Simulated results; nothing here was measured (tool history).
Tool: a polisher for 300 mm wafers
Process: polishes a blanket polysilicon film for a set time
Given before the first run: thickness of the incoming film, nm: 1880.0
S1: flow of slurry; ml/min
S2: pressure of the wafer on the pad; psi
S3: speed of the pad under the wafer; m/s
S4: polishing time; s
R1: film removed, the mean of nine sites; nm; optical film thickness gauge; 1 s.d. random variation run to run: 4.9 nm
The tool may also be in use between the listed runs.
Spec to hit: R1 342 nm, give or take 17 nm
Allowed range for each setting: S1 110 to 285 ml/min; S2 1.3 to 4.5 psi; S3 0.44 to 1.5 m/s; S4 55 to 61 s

run  hour   S1   S2    S3  S4      R1
  1     0  180  2.9  0.96  61  579.79
  2   6.5  215  2.9  0.96  61  602.08
  3  14.2  215  2.3  0.96  61  468.53
  4  21.2  200  2.3  0.96  61  468.49
  5  23.9  200  2.2  0.96  61  447.56
  6  28.7  200  2.2  1.16  61  545.01
  7  32.4  200  2.1  1.14  61  510.56
  8    33  200    2  1.12  61  485.07
  9  36.2  200  1.9   1.1  61  438.44
 10  44.8  200  1.8   1.1  61  417.27
 11  48.7  200  1.7   1.1  61  404.45

Which single option among these 4 for the next run brings every result within its allowed miss of target? Just one does.
  A  52.6  190  1.7  1.06  55   ?
  B  52.6  210    2  1.18  61   ?
  C  52.6  210  2.1   1.1  61   ?
  D  52.6  215    2   1.1  61   ?

move      R1
   A  351.54
   B  512.73
   C  501.73
   D  480.34
A: in spec on every target
B: the biggest miss grows against the last run
C: the biggest miss grows against the last run
D: the biggest miss grows against the last run
Correct choice: A, which meets every target
